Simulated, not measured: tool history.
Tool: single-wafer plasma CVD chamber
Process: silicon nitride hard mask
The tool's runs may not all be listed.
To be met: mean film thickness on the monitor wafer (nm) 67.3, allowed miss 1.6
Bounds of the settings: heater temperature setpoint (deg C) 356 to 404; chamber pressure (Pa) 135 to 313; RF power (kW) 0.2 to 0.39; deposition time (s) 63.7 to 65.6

run	hour	heater temperature setpoint (deg C)	chamber pressure (Pa)	RF power (kW)	deposition time (s)	mean film thickness on the monitor wafer (nm)
1	0	380	224	0.295	63.7	78.636
2	5.5	380	204	0.285	63.7	74.133
3	12.2	387	204	0.285	63.7	73.934
4	20	387	204	0.285	65.6	75.92
5	28.9	387	173	0.285	65.6	71.844
6	34.2	387	164	0.285	65.6	70.61
7	40.1	387	157	0.285	65.6	69.53
8	44.1	387	153	0.285	65.6	69.316

5 next moves are on the table. One of them brings every result within its allowed miss. Which?
A	48.1	396	145	0.31	65.1	?
B	48.1	388	143	0.275	63.7	?
C	48.1	386	143	0.27	65.1	?
D	48.1	393	135	0.295	65.6	?
E	48.1	389	152	0.26	63.7	?

move	mean film thickness on the monitor wafer (nm)
A	71.625
B	64.21
C	64.795
D	67.929
E	62.999
A: further off than the last run
B: takes the result that was furthest off past its target
C: takes the result that was furthest off past its target
D: meets every target
E: takes the result that was furthest off past its target
The right move is D.
